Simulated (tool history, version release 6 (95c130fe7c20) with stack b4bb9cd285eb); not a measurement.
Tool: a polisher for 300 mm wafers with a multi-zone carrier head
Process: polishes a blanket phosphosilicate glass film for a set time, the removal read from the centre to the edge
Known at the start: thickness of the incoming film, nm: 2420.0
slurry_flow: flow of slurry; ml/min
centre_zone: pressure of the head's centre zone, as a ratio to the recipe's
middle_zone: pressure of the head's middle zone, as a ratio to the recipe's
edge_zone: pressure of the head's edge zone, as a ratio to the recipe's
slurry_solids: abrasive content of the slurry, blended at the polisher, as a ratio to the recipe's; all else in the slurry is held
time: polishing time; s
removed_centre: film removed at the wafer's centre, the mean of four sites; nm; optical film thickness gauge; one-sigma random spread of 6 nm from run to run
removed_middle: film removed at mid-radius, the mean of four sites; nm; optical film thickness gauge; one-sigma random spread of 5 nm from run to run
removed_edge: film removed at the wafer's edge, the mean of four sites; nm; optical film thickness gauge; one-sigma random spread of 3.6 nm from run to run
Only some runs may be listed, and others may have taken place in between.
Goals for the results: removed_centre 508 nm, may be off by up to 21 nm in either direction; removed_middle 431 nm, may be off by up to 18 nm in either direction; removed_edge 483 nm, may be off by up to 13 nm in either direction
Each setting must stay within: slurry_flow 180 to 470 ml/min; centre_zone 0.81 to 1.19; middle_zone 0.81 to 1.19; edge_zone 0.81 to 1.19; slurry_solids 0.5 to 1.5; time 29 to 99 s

run,hour,slurry_flow,centre_zone,middle_zone,edge_zone,slurry_solids,time,removed_centre,removed_middle,removed_edge
1,0,300,1,1,1,1,64,537.71,544.49,526.24
2,5.6,300,1,1,1,1,79,658.56,678.46,652.03
3,12.4,300,1,1,1,0.85,79,617.12,625.58,593.76
4,14.5,300,1,1,1,0.7,79,553.76,552.48,538.25
5,17.6,300,1,1,1,0.7,85,580.06,585.36,576.62
6,22.5,300,1,0.93,1,0.7,85,586.89,560.07,581.54
7,31,295,1,0.91,0.99,0.65,85,560.11,541.42,553.99
8,38.1,295,1.01,0.9,1,0.65,84,560.03,525.37,550.19
9,39.3,265,1.02,0.81,0.95,0.5,81,440.49,382.92,432.83
10,41.4,285,1.02,0.81,0.96,0.5,81,450.55,389.91,435.51
11,47.7,290,1.03,0.82,0.98,0.5,81,463.93,394.66,435.1
12,52.8,290,1.03,0.82,1,0.5,81,458.58,395.25,439.2
13,54.8,295,1.03,0.82,1.01,0.5,81,461.22,390.43,440.85
14,61.1,300,1.03,0.83,1.02,0.5,81,458.3,399.01,443.71
15,64,300,1.04,0.83,1.03,0.5,81,458.29,400.79,452.83
16,68,305,1.05,0.84,1.04,0.5,81,470.88,402.11,450.98
17,75.8,310,1.05,0.85,1.05,0.5,81,474.43,406.39,451.2
18,81.4,310,1.05,0.85,1.06,0.5,81,479.06,405.07,454.34
19,86.6,315,1.05,0.86,1.07,0.5,81,481.04,409.59,457
20,88.8,315,1.05,0.86,1.08,0.5,81,472.46,419.68,461.11
21,93.4,345,1.11,0.85,1.13,0.55,81,546.64,432.91,501.92

Consider the 5 candidate settings below. Which is the only one whose results all fall within their allowed miss of target?
A,98,430,1.19,0.85,1.08,0.6,69,?,?,?
B,98,380,1.12,0.81,0.95,0.5,89,?,?,?
C,98,285,1.11,0.81,1.16,0.6,74,?,?,?
D,98,345,1.16,0.83,1.13,0.55,87,?,?,?
E,98,315,1.11,0.91,1.19,0.5,82,?,?,?

move,removed_centre,removed_middle,removed_edge
A,532.56,398.98,452.4
B,565.04,435.19,485.44
C,510.97,398.2,486.79
D,605.83,458.6,541.92
E,506.62,429.28,485.57
A: further off than the last run
B: further off than the last run
C: puts the biggest miss on target and leaves a different result outside tolerance
D: further off than the last run
E: each result inside its tolerance
Move E is the one to make.
